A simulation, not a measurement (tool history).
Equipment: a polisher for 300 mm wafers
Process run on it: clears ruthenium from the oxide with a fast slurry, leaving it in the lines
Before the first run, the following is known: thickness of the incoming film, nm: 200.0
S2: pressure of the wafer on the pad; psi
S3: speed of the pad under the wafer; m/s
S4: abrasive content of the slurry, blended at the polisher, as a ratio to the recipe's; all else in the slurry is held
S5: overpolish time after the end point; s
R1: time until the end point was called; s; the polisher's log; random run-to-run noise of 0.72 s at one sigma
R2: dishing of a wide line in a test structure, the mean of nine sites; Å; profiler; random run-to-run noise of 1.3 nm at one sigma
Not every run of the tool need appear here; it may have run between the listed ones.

Run 1, hour 0.0: flow of slurry (ml/min) 175, S2 3.0 psi, S3 1.10 m/s, S4 1.0, S5 27 s. Result: R1 40.739 s, R2 831.88 Å.
Run 2, hour 3.3: flow of slurry (ml/min) 175, S2 3.0 psi, S3 1.10 m/s, S4 1.0, S5 32 s. Result: R1 39.671 s, R2 859.18 Å.
Run 3, hour 5.0: flow of slurry (ml/min) 175, S2 2.8 psi, S3 1.10 m/s, S4 1.0, S5 31 s. Result: R1 41.997 s, R2 833.81 Å.
Run 4, hour 6.5: flow of slurry (ml/min) 175, S2 2.8 psi, S3 1.24 m/s, S4 1.0, S5 31 s. Result: R1 36.900 s, R2 873.04 Å.
Run 5, hour 13.4: flow of slurry (ml/min) 175, S2 2.8 psi, S3 1.04 m/s, S4 1.0, S5 31 s. Result: R1 44.303 s, R2 782.87 Å.
Run 6, hour 13.9: flow of slurry (ml/min) 135, S2 2.8 psi, S3 1.04 m/s, S4 1.0, S5 31 s. Result: R1 46.288 s, R2 802.02 Å.
Run 7, hour 21.3: flow of slurry (ml/min) 135, S2 2.7 psi, S3 1.04 m/s, S4 1.0, S5 31 s. Result: R1 46.878 s, R2 805.19 Å.
Run 8, hour 24.6: flow of slurry (ml/min) 135, S2 2.6 psi, S3 1.04 m/s, S4 1.0, S5 30 s. Result: R1 49.258 s, R2 758.49 Å.
Run 9, hour 32.2: flow of slurry (ml/min) 135, S2 2.5 psi, S3 1.04 m/s, S4 1.0, S5 30 s. Result: R1 51.710 s, R2 755.87 Å.

The next listed run, before its measurement:
Run 10, hour 35.0: flow of slurry (ml/min) 135, S2 2.5 psi, S3 1.04 m/s, S4 1.0, S5 29 s. Result: R1 ?, R2 ?.

{"run 10": {"R1": 52.587, "R2": 714.74}}
